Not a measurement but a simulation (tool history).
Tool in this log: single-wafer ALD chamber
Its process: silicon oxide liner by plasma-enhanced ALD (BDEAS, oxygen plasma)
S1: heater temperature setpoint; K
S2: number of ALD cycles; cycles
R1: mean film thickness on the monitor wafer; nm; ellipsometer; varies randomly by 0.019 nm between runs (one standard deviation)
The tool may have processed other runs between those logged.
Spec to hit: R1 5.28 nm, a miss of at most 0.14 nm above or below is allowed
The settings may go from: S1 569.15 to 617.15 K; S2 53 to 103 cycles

run 1 hour=0 | S1=593.15 S2=78 | R1=6.3193
run 2 hour=2.6 | S1=599.15 S2=78 | R1=6.2711
run 3 hour=4.2 | S1=599.15 S2=84 | R1=6.7763
run 4 hour=12 | S1=591.15 S2=84 | R1=6.8219
run 5 hour=18.5 | S1=599.15 S2=84 | R1=6.7257
run 6 hour=26.8 | S1=599.15 S2=75 | R1=6.014
run 7 hour=34.8 | S1=599.15 S2=74 | R1=5.9485
run 8 hour=35.3 | S1=599.15 S2=73 | R1=5.9326
run 9 hour=43.7 | S1=599.15 S2=73 | R1=5.8842
-- hour=51.5 thermocouple changed; heater temperature recalibrated
run 10 hour=51.5 | S1=599.15 S2=72 | R1=5.7587
run 11 hour=52.6 | S1=599.15 S2=71 | R1=5.6913
run 12 hour=55.7 | S1=599.15 S2=70 | R1=5.6003
run 13 hour=58.6 | S1=599.15 S2=69 | R1=5.5757
run 14 hour=59.3 | S1=599.15 S2=68 | R1=5.4203

Next run, 4 choices. One meets every target within its allowed miss, the rest don't. Which?
run A hour=60 | S1=594.15 S2=71 | R1=?
run B hour=60 | S1=603.15 S2=66 | R1=?
run C hour=60 | S1=617.15 S2=71 | R1=?
run D hour=60 | S1=592.15 S2=71 | R1=?

move=A R1=5.7365
move=B R1=5.2717
move=C R1=5.5693
move=D R1=5.751
A: the biggest miss grows against the last run
B: all results land within tolerance of their targets
C: the biggest miss grows against the last run
D: the biggest miss grows against the last run
The move that meets every target is B.
